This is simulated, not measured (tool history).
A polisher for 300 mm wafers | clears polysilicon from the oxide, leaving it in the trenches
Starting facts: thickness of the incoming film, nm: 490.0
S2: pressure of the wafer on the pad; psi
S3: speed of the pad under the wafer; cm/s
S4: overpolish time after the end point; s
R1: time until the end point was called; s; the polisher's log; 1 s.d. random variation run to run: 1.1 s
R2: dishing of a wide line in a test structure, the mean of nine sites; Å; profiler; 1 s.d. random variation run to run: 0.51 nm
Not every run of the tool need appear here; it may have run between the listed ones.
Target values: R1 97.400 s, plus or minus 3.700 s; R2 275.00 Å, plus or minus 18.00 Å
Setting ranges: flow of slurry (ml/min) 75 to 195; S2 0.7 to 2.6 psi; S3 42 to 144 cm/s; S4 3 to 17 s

{"run": 1, "hour": 0.0, "flow of slurry (ml/min)": 125, "S2": 1.6, "S3": 92, "S4": 9, "R1": 65.658, "R2": 368.99}
{"run": 2, "hour": 6.5, "flow of slurry (ml/min)": 120, "S2": 1.4, "S3": 92, "S4": 8, "R1": 73.016, "R2": 324.27}
{"run": 3, "hour": 9.9, "flow of slurry (ml/min)": 120, "S2": 1.0, "S3": 92, "S4": 8, "R1": 103.16, "R2": 265.7}
{"run": 4, "hour": 12.4, "flow of slurry (ml/min)": 120, "S2": 1.0, "S3": 74, "S4": 8, "R1": 131.01, "R2": 231.08}
{"run": 5, "hour": 18.9, "flow of slurry (ml/min)": 125, "S2": 1.1, "S3": 74, "S4": 8, "R1": 118.2, "R2": 242.11}
{"run": 6, "hour": 20.5, "flow of slurry (ml/min)": 125, "S2": 1.1, "S3": 74, "S4": 10, "R1": 117.77, "R2": 281.81}
{"run": 7, "hour": 25.4, "flow of slurry (ml/min)": 130, "S2": 1.2, "S3": 74, "S4": 9, "R1": 106.35, "R2": 279.65}
{"run": 8, "hour": 26.5, "flow of slurry (ml/min)": 135, "S2": 1.2, "S3": 74, "S4": 9, "R1": 106.15, "R2": 287.44}
{"run": 9, "hour": 30.0, "flow of slurry (ml/min)": 140, "S2": 1.2, "S3": 74, "S4": 8, "R1": 105.44, "R2": 252.67}
{"run": 10, "hour": 36.8, "flow of slurry (ml/min)": 145, "S2": 1.2, "S3": 74, "S4": 8, "R1": 104.62, "R2": 257.94}
{"run": 11, "hour": 42.6, "flow of slurry (ml/min)": 150, "S2": 1.2, "S3": 74, "S4": 8, "R1": 102.97, "R2": 262.11}
{"run": 12, "hour": 51.0, "flow of slurry (ml/min)": 155, "S2": 1.2, "S3": 74, "S4": 8, "R1": 102.14, "R2": 263.92}
{"run": 13, "hour": 54.9, "flow of slurry (ml/min)": 160, "S2": 1.2, "S3": 74, "S4": 8, "R1": 101.83, "R2": 262.65}
{"run": 14, "hour": 59.1, "flow of slurry (ml/min)": 170, "S2": 1.3, "S3": 74, "S4": 9, "R1": 93.182, "R2": 299.9}
{"run": 15, "hour": 61.7, "flow of slurry (ml/min)": 165, "S2": 1.3, "S3": 74, "S4": 9, "R1": 94.911, "R2": 303.67}
{"run": 16, "hour": 68.5, "flow of slurry (ml/min)": 165, "S2": 1.3, "S3": 74, "S4": 7, "R1": 95.001, "R2": 262.28}

Next run, 4 choices. One meets every target within its allowed miss, the rest don't. Which?
{"run": "A", "hour": 75.3, "flow of slurry (ml/min)": 160, "S2": 1.2, "S3": 80, "S4": 6, "R1": "?", "R2": "?"}
{"run": "B", "hour": 75.3, "flow of slurry (ml/min)": 155, "S2": 1.6, "S3": 60, "S4": 6, "R1": "?", "R2": "?"}
{"run": "C", "hour": 75.3, "flow of slurry (ml/min)": 165, "S2": 1.4, "S3": 72, "S4": 8, "R1": "?", "R2": "?"}
{"run": "D", "hour": 75.3, "flow of slurry (ml/min)": 160, "S2": 1.4, "S3": 68, "S4": 8, "R1": "?", "R2": "?"}

move=A R1=96.597 R2=228.10
move=B R1=96.856 R2=227.68
move=C R1=91.808 R2=283.60
move=D R1=97.373 R2=273.75
A: moves away from the targets compared with the last run
B: moves away from the targets compared with the last run
C: puts the biggest miss on target and leaves a different result outside tolerance
D: each result inside its tolerance
D is the move that brings every result within its allowed miss.

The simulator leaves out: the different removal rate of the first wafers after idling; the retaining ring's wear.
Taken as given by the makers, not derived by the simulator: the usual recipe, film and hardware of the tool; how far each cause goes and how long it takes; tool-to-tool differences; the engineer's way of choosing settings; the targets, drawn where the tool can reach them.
